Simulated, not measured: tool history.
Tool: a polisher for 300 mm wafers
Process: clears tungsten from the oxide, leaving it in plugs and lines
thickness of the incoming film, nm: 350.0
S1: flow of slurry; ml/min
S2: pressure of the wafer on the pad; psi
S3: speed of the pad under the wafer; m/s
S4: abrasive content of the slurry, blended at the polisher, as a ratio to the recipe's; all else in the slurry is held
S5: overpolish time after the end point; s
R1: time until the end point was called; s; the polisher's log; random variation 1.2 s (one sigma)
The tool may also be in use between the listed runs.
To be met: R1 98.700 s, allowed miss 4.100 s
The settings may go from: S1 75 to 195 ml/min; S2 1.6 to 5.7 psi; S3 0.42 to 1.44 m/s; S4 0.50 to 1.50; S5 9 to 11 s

| run | day | S1 | S2 | S3 | S4 | S5 | R1 |
|---|---|---|---|---|---|---|---|
| 1 | 0.000 | 125 | 3.6 | 0.92 | 1.00 | 11 | 69.026 |
| 2 | 0.212 | 120 | 3.3 | 0.92 | 1.00 | 11 | 73.429 |
| 3 | 0.421 | 90 | 3.3 | 0.92 | 1.00 | 11 | 78.444 |
| 4 | 0.721 | 90 | 2.4 | 0.92 | 1.00 | 11 | 110.270 |
| 5 | 1.008 | 90 | 3.2 | 0.92 | 1.00 | 11 | 80.406 |
| 6 | 1.271 | 90 | 3.1 | 0.92 | 1.00 | 11 | 83.462 |
| 7 | 1.317 | 90 | 3.0 | 0.92 | 1.00 | 11 | 86.375 |
| 8 | 1.442 | 90 | 2.9 | 0.92 | 1.00 | 11 | 91.581 |

5 next moves are on the table. One of them brings every result within its allowed miss. Which?
| A | 1.567 | 95 | 3.2 | 0.84 | 1.00 | 11 | ? |
| B | 1.567 | 100 | 2.8 | 0.86 | 1.35 | 9 | ? |
| C | 1.567 | 100 | 2.9 | 0.98 | 1.05 | 11 | ? |
| D | 1.567 | 75 | 2.5 | 1.04 | 1.10 | 11 | ? |
| E | 1.567 | 75 | 3.4 | 0.86 | 1.00 | 11 | ? |

| move | R1 |
|---|---|
| A | 87.347 |
| B | 88.791 |
| C | 81.267 |
| D | 96.736 |
| E | 87.592 |
A: further off than the last run
B: further off than the last run
C: further off than the last run
D: meets every target
E: further off than the last run
Answer: D
